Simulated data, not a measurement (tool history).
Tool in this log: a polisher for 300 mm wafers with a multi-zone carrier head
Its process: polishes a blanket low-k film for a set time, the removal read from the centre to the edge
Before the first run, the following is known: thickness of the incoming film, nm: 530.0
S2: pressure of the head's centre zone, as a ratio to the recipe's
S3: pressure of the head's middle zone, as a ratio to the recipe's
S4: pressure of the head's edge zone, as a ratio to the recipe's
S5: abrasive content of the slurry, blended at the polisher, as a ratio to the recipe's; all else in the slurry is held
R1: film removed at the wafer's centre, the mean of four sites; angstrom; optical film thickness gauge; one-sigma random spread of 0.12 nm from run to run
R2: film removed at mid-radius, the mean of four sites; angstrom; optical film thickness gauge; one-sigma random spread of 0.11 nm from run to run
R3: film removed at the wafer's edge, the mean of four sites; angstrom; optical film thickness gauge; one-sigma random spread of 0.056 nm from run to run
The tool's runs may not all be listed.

run 1 hour=0.0 | flow_of_slurry_(ml/min)=320 S2=1.00 S3=1.00 S4=1.00 S5=1.00 polishing_time_(s)=47 | R1=126.420 R2=130.870 R3=126.270
run 2 hour=1.0 | flow_of_slurry_(ml/min)=320 S2=1.00 S3=1.00 S4=1.00 S5=0.80 polishing_time_(s)=47 | R1=122.890 R2=122.250 R3=121.060
run 3 hour=10.0 | flow_of_slurry_(ml/min)=320 S2=0.97 S3=1.03 S4=0.95 S5=0.70 polishing_time_(s)=44 | R1=104.050 R2=113.730 R3=106.090
run 4 hour=12.5 | flow_of_slurry_(ml/min)=320 S2=0.97 S3=1.03 S4=0.95 S5=0.70 polishing_time_(s)=39 | R1=91.674 R2=99.858 R3=92.428
run 5 hour=14.3 | flow_of_slurry_(ml/min)=315 S2=0.96 S3=1.03 S4=0.91 S5=0.65 polishing_time_(s)=39 | R1=89.278 R2=100.160 R3=89.727
run 6 hour=18.4 | flow_of_slurry_(ml/min)=315 S2=0.96 S3=1.06 S4=0.91 S5=0.65 polishing_time_(s)=39 | R1=89.639 R2=101.010 R3=90.704
run 7 hour=22.3 | flow_of_slurry_(ml/min)=315 S2=0.95 S3=1.04 S4=0.88 S5=0.65 polishing_time_(s)=39 | R1=89.536 R2=99.421 R3=89.788
run 8 hour=30.4 | flow_of_slurry_(ml/min)=315 S2=0.94 S3=1.05 S4=0.87 S5=0.60 polishing_time_(s)=39 | R1=85.605 R2=98.058 R3=87.744

What will run 9 give?
run 9 hour=31.0 | flow_of_slurry_(ml/min)=310 S2=0.94 S3=1.05 S4=0.85 S5=0.60 polishing_time_(s)=39 | R1=? R2=? R3=?

R1: 85.423 angstrom
R2: 97.997 angstrom
R3: 86.236 angstrom
